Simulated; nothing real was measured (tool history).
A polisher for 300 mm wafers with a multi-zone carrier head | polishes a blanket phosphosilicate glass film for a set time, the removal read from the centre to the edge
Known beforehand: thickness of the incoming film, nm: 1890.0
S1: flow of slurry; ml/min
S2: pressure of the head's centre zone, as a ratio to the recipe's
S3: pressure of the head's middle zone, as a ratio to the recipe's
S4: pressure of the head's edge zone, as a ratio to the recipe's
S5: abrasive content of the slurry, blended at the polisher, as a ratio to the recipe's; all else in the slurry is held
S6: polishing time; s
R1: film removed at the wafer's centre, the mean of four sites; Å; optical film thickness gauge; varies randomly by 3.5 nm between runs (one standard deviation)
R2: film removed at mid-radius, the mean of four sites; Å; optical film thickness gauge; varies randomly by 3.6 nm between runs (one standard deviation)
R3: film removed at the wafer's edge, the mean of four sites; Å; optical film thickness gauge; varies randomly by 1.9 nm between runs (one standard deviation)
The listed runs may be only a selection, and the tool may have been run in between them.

{"run": 1, "day": 0.0, "S1": 220, "S2": 1.0, "S3": 1.0, "S4": 1.0, "S5": 1.0, "S6": 42, "R1": 2877.3, "R2": 2986.5, "R3": 3025.0}
{"run": 2, "day": 0.304, "S1": 220, "S2": 1.02, "S3": 0.99, "S4": 0.98, "S5": 1.0, "S6": 42, "R1": 2917.6, "R2": 3070.3, "R3": 3008.1}
{"run": 3, "day": 0.475, "S1": 220, "S2": 1.02, "S3": 0.99, "S4": 1.07, "S5": 1.0, "S6": 42, "R1": 2909.0, "R2": 3000.9, "R3": 3132.6}
{"run": 4, "day": 0.667, "S1": 220, "S2": 1.02, "S3": 0.99, "S4": 1.02, "S5": 1.0, "S6": 42, "R1": 2971.0, "R2": 3038.8, "R3": 3065.2}
{"run": 5, "day": 0.854, "S1": 215, "S2": 1.03, "S3": 0.97, "S4": 1.0, "S5": 1.0, "S6": 42, "R1": 2937.8, "R2": 2928.8, "R3": 3010.7}
{"run": 6, "day": 1.021, "S1": 215, "S2": 1.03, "S3": 0.97, "S4": 1.08, "S5": 1.0, "S6": 42, "R1": 2945.4, "R2": 2983.9, "R3": 3183.0}
{"run": 7, "day": 1.3, "S1": 215, "S2": 1.05, "S3": 0.96, "S4": 1.04, "S5": 1.0, "S6": 42, "R1": 2977.1, "R2": 2959.2, "R3": 3109.3}

Run 8, settings as shown, results not yet in. Your forecast:
{"day": 1.621, "done": "slurry nozzle cleaned"}
{"run": 8, "day": 1.621, "S1": 210, "S2": 1.07, "S3": 0.95, "S4": 1.0, "S5": 1.0, "S6": 42, "R1": "?", "R2": "?", "R3": "?"}

Logged for run 8: R1 3202.2 Å, R2 3157.4 Å, R3 3146.4 Å.
